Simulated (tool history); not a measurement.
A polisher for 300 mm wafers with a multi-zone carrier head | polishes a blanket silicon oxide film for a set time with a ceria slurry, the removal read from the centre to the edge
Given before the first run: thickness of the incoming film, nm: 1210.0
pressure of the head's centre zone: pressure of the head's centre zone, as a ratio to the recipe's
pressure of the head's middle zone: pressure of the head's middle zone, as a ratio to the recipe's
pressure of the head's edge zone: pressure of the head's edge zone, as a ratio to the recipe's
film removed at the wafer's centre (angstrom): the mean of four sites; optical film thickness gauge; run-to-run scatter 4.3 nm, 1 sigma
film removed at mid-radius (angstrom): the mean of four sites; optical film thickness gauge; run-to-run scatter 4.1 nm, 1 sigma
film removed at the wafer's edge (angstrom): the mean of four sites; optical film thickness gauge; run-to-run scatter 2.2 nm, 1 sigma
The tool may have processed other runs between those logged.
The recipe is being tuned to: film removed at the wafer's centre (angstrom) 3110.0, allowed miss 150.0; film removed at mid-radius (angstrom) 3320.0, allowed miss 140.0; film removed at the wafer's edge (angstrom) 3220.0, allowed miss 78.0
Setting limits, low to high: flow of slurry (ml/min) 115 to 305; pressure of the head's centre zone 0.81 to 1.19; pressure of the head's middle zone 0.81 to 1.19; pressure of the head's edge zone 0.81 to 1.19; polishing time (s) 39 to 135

run,hour,flow of slurry (ml/min),pressure of the head's centre zone,pressure of the head's middle zone,pressure of the head's edge zone,polishing time (s),film removed at the wafer's centre (angstrom),film removed at mid-radius (angstrom),film removed at the wafer's edge (angstrom)
1,0.0,195,1.00,1.00,1.00,87,2732.8,2693.1,2675.8
2,4.8,195,1.06,1.00,1.00,87,2858.9,2765.3,2679.1
3,8.9,195,1.06,1.00,1.03,87,2822.1,2686.8,2739.3
4,13.7,195,1.01,1.00,1.03,87,2739.5,2773.6,2708.8
5,20.9,195,1.01,1.08,1.03,87,2811.2,2929.6,2704.3
6,28.2,205,1.01,1.09,1.07,89,2841.2,3082.6,2816.2
7,31.4,215,1.02,1.08,1.10,91,2865.6,3083.0,2987.1
8,37.4,215,1.02,1.08,1.10,91,2962.9,3105.2,2967.1
9,39.2,225,1.02,1.09,1.12,92,3015.2,3126.4,3030.9
10,45.6,230,1.02,1.10,1.14,93,3009.1,3225.3,3111.7
11,54.0,235,1.02,1.10,1.15,93,3063.2,3252.9,3127.3

Exactly one of the 4 candidate moves below puts every result within its allowed miss. Which one?
A,62.4,305,0.99,1.08,1.17,94,?,?,?
B,62.4,230,1.08,1.19,1.18,87,?,?,?
C,62.4,205,1.02,1.15,1.06,95,?,?,?
D,62.4,215,1.04,1.15,1.10,95,?,?,?

move,film removed at the wafer's centre (angstrom),film removed at mid-radius (angstrom),film removed at the wafer's edge (angstrom)
A,3122.9,3303.1,3235.0
B,2999.7,3214.7,2928.5
C,3064.6,3353.3,3000.0
D,3139.5,3376.9,3069.7
A: hits every target within its allowed miss
B: the biggest miss grows against the last run
C: the biggest miss grows against the last run
D: the biggest miss grows against the last run
The move that meets every target is A.
